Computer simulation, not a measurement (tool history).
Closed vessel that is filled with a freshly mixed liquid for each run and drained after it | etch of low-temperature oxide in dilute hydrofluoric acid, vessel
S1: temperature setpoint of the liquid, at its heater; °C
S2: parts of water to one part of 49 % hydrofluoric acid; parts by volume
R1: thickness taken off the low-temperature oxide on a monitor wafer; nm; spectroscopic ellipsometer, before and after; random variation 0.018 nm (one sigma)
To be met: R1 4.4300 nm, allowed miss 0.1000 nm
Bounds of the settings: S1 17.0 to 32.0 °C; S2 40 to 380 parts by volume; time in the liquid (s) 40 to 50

Run 1, hour 0.0: S1 24.0 °C, S2 210 parts by volume, time in the liquid (s) 50. Result: R1 5.1835 nm.
Run 2, hour 2.0: S1 24.0 °C, S2 210 parts by volume, time in the liquid (s) 50. Result: R1 5.2469 nm.
Run 3, hour 11.2: S1 24.0 °C, S2 175 parts by volume, time in the liquid (s) 50. Result: R1 6.4996 nm.
Run 4, hour 12.3: S1 22.5 °C, S2 180 parts by volume, time in the liquid (s) 50. Result: R1 5.9079 nm.
Run 5, hour 21.1: S1 21.5 °C, S2 185 parts by volume, time in the liquid (s) 50. Result: R1 5.5541 nm.
Run 6, hour 27.3: S1 20.5 °C, S2 190 parts by volume, time in the liquid (s) 50. Result: R1 5.1355 nm.
Run 7, hour 34.7: S1 20.0 °C, S2 190 parts by volume, time in the liquid (s) 50. Result: R1 5.0441 nm.
At hour 40.3: thermometer replaced.
Run 8, hour 40.3: S1 19.5 °C, S2 190 parts by volume, time in the liquid (s) 50. Result: R1 5.4522 nm.

Which of these 5 next moves meets every target?
Run A, hour 45.9: S1 19.0 °C, S2 145 parts by volume, time in the liquid (s) 45. Result: R1 ?.
Run B, hour 45.9: S1 19.5 °C, S2 215 parts by volume, time in the liquid (s) 40. Result: R1 ?.
Run C, hour 45.9: S1 22.5 °C, S2 195 parts by volume, time in the liquid (s) 40. Result: R1 ?.
Run D, hour 45.9: S1 23.0 °C, S2 210 parts by volume, time in the liquid (s) 40. Result: R1 ?.
Run E, hour 45.9: S1 17.0 °C, S2 200 parts by volume, time in the liquid (s) 45. Result: R1 ?.

move      R1
   A  6.6419
   B  3.7897
   C  4.7787
   D  4.4510
   E  4.2141
A: further off than the last run
B: takes the result that was furthest off past its target
C: nearer than the last run, and not there yet
D: meets every target
E: takes the result that was furthest off past its target
Answer: D
